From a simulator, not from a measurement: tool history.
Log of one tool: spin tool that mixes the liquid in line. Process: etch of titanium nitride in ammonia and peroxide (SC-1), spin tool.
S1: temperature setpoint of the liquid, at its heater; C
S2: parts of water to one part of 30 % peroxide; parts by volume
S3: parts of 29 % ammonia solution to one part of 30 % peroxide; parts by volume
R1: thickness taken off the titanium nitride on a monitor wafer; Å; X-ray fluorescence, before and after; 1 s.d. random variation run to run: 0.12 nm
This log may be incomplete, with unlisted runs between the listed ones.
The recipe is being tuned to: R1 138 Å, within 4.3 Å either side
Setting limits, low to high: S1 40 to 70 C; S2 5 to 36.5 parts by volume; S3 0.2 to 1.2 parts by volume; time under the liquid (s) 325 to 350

run 1 day=0 | S1=56 S2=20.5 S3=0.7 time_under_the_liquid_(s)=325 | R1=277.94
run 2 day=0.35 | S1=54 S2=20.5 S3=0.7 time_under_the_liquid_(s)=325 | R1=242.21
run 3 day=0.412 | S1=54 S2=20.5 S3=0.7 time_under_the_liquid_(s)=350 | R1=263.92
run 4 day=0.671 | S1=52 S2=20.5 S3=0.7 time_under_the_liquid_(s)=350 | R1=226.19
run 5 day=0.979 | S1=50.5 S2=20.5 S3=0.7 time_under_the_liquid_(s)=350 | R1=204.42
run 6 day=1.292 | S1=50.5 S2=20.5 S3=0.7 time_under_the_liquid_(s)=325 | R1=190.21
run 7 day=1.592 | S1=49.5 S2=20.5 S3=0.7 time_under_the_liquid_(s)=325 | R1=178.55
run 8 day=1.825 | S1=48.5 S2=20.5 S3=0.7 time_under_the_liquid_(s)=325 | R1=168.62
run 9 day=2.021 | S1=45 S2=20.5 S3=0.7 time_under_the_liquid_(s)=325 | R1=128.67
run 10 day=2.067 | S1=45.5 S2=20.5 S3=0.7 time_under_the_liquid_(s)=325 | R1=133.24

4 candidate next runs follow, results not yet known. Just one meets every target within its allowed miss. Identify it.
run A day=2.112 | S1=45 S2=22.5 S3=0.85 time_under_the_liquid_(s)=325 | R1=?
run B day=2.112 | S1=43.5 S2=15.5 S3=0.55 time_under_the_liquid_(s)=325 | R1=?
run C day=2.112 | S1=46 S2=19.5 S3=0.65 time_under_the_liquid_(s)=350 | R1=?
run D day=2.112 | S1=44 S2=17 S3=0.8 time_under_the_liquid_(s)=330 | R1=?

move=A R1=125.44
move=B R1=127.76
move=C R1=149.65
move=D R1=136.78
A: its largest miss is bigger than the last run's
B: its largest miss is bigger than the last run's
C: takes the result that was furthest off past its target
D: hits every target within its allowed miss
The right move is D.
